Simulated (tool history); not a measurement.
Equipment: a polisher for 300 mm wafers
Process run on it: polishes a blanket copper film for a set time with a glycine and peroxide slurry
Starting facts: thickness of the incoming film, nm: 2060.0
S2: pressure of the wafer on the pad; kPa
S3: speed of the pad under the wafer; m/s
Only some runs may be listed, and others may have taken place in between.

run 1 hour=0 | flow_of_slurry_(ml/min)=205 S2=14.5 S3=1.24 polishing_time_(s)=30 | film_removed_(angstrom)=1776.1
run 2 hour=4.4 | flow_of_slurry_(ml/min)=180 S2=14.5 S3=1.24 polishing_time_(s)=30 | film_removed_(angstrom)=1736.6
run 3 hour=4.9 | flow_of_slurry_(ml/min)=185 S2=15.2 S3=1.24 polishing_time_(s)=30 | film_removed_(angstrom)=1820.6
run 4 hour=12 | flow_of_slurry_(ml/min)=220 S2=15.2 S3=1.24 polishing_time_(s)=30 | film_removed_(angstrom)=1869.6
run 5 hour=16.3 | flow_of_slurry_(ml/min)=220 S2=15.9 S3=1.24 polishing_time_(s)=30 | film_removed_(angstrom)=1905.9
run 6 hour=18.3 | flow_of_slurry_(ml/min)=220 S2=17.9 S3=1.24 polishing_time_(s)=30 | film_removed_(angstrom)=2047.6

Estimate the outcome of run 7 from the log above:
run 7 hour=26.5 | flow_of_slurry_(ml/min)=220 S2=18.6 S3=1.24 polishing_time_(s)=30 | film_removed_(angstrom)=?

film removed (angstrom): 2129.5

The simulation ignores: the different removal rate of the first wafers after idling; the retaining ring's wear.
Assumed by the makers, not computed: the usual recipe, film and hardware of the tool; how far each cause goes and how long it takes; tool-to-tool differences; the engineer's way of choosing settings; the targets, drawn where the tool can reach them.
